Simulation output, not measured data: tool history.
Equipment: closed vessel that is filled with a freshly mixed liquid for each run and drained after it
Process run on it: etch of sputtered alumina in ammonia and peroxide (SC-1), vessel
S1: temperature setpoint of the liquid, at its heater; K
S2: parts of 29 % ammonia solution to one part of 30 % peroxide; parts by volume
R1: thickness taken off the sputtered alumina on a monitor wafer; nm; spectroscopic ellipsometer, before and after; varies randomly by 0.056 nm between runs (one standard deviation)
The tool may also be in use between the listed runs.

Run 1, day 0.000: S1 323.15 K, S2 0.65 parts by volume, time in the liquid (s) 220. Result: R1 18.053 nm.
Run 2, day 0.150: S1 323.15 K, S2 0.75 parts by volume, time in the liquid (s) 220. Result: R1 18.305 nm.
Run 3, day 0.429: S1 317.65 K, S2 0.75 parts by volume, time in the liquid (s) 220. Result: R1 13.382 nm.
Run 4, day 0.596: S1 317.65 K, S2 0.85 parts by volume, time in the liquid (s) 220. Result: R1 13.559 nm.
Run 5, day 0.771: S1 316.15 K, S2 0.85 parts by volume, time in the liquid (s) 220. Result: R1 12.579 nm.
Run 6, day 0.875: S1 315.15 K, S2 0.85 parts by volume, time in the liquid (s) 220. Result: R1 11.761 nm.
Run 7, day 1.021: S1 314.15 K, S2 0.85 parts by volume, time in the liquid (s) 220. Result: R1 11.135 nm.
Run 8, day 1.179: S1 314.15 K, S2 0.85 parts by volume, time in the liquid (s) 220. Result: R1 11.047 nm.

Estimate the outcome of run 9 from the log above:
Run 9, day 1.262: S1 313.65 K, S2 0.85 parts by volume, time in the liquid (s) 220. Result: R1 ?.

Run 9 yielded R1 10.825 nm.
